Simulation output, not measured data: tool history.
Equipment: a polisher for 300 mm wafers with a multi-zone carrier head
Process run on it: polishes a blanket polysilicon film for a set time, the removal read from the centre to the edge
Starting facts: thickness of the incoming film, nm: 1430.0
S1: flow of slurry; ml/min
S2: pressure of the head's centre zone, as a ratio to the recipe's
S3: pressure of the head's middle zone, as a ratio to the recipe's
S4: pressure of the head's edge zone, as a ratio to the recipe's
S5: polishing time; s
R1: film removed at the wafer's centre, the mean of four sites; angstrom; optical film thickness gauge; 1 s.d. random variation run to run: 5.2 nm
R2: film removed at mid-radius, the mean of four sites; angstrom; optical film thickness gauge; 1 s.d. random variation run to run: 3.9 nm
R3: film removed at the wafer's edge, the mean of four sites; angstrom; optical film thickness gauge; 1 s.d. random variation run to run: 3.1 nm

Run 1, hour 0.0: S1 285 ml/min, S2 1.00, S3 1.00, S4 1.00, S5 46 s. Result: R1 4813.1 angstrom, R2 4936.0 angstrom, R3 4774.9 angstrom.
Run 2, hour 6.9: S1 285 ml/min, S2 1.00, S3 1.00, S4 1.00, S5 36 s. Result: R1 3745.9 angstrom, R2 3855.3 angstrom, R3 3782.6 angstrom.
Run 3, hour 10.8: S1 290 ml/min, S2 1.02, S3 0.99, S4 1.01, S5 36 s. Result: R1 3856.9 angstrom, R2 3759.6 angstrom, R3 3771.2 angstrom.
Run 4, hour 13.2: S1 295 ml/min, S2 1.03, S3 0.99, S4 1.02, S5 36 s. Result: R1 3862.1 angstrom, R2 3795.0 angstrom, R3 3830.6 angstrom.
Run 5, hour 15.0: S1 295 ml/min, S2 1.05, S3 0.98, S4 1.02, S5 36 s. Result: R1 3916.0 angstrom, R2 3808.2 angstrom, R3 3815.3 angstrom.
Run 6, hour 22.6: S1 295 ml/min, S2 1.05, S3 0.90, S4 1.02, S5 36 s. Result: R1 3909.9 angstrom, R2 3544.5 angstrom, R3 3747.0 angstrom.
Run 7, hour 24.8: S1 300 ml/min, S2 1.06, S3 0.91, S4 1.02, S5 36 s. Result: R1 4061.1 angstrom, R2 3524.1 angstrom, R3 3830.1 angstrom.

For run 8, what comes out?
Run 8, hour 29.8: S1 305 ml/min, S2 1.05, S3 0.98, S4 0.99, S5 36 s. Result: R1 ?, R2 ?, R3 ?.

R1: 3938.6 angstrom
R2: 3772.5 angstrom
R3: 3715.4 angstrom
